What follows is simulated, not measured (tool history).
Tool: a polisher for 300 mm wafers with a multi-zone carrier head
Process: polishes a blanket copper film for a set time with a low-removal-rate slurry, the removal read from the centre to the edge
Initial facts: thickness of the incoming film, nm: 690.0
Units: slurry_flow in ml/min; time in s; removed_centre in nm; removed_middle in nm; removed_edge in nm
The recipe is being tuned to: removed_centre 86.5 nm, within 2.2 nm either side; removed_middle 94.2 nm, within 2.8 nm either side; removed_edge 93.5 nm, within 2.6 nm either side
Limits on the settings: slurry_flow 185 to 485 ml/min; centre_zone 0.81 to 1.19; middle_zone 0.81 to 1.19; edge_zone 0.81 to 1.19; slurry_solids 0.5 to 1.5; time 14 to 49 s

run	hour	slurry_flow	centre_zone	middle_zone	edge_zone	slurry_solids	time	removed_centre	removed_middle	removed_edge
1	0	310	1	1	1	1	31	77.691	77.971	81.569
2	6	310	1	1	1.08	1	31	77.384	77.93	82.992
3	11.5	320	1	1.02	1.1	1.1	31	80.095	81.199	85.717
4	20.4	320	1	1.02	1.1	1.1	28	71.87	74.17	78.575
5	28.5	320	1	1.02	1.18	1.1	28	72.162	73.012	81.756
6	30.1	320	1	1.1	1.18	1.1	28	72.767	78.292	79.925
7	35.4	330	1	1.11	1.18	1.2	28	74.514	80.637	81.945
8	38.1	340	1	1.12	1.18	1.25	28	74.743	81.355	84.505

Which one of the following 4 next-run settings gets every result inside its allowed miss? There is exactly one.
A	40.8	405	0.81	0.86	1.19	1.5	28	?	?	?
B	40.8	330	1.01	1.14	1.17	1.2	32	?	?	?
C	40.8	290	1.14	0.98	1.19	1.5	29	?	?	?
D	40.8	345	0.91	1.11	1.19	1.3	31	?	?	?

move	removed_centre	removed_middle	removed_edge
A	65.079	69.664	90.892
B	86.46	92.243	95.853
C	92.012	77.208	91.795
D	77.228	89.61	95.875
A: moves away from the targets compared with the last run
B: all results in spec
C: carries the result that was furthest off beyond its target, to the other side
D: nearer than the last run, and not there yet
The right move is B.

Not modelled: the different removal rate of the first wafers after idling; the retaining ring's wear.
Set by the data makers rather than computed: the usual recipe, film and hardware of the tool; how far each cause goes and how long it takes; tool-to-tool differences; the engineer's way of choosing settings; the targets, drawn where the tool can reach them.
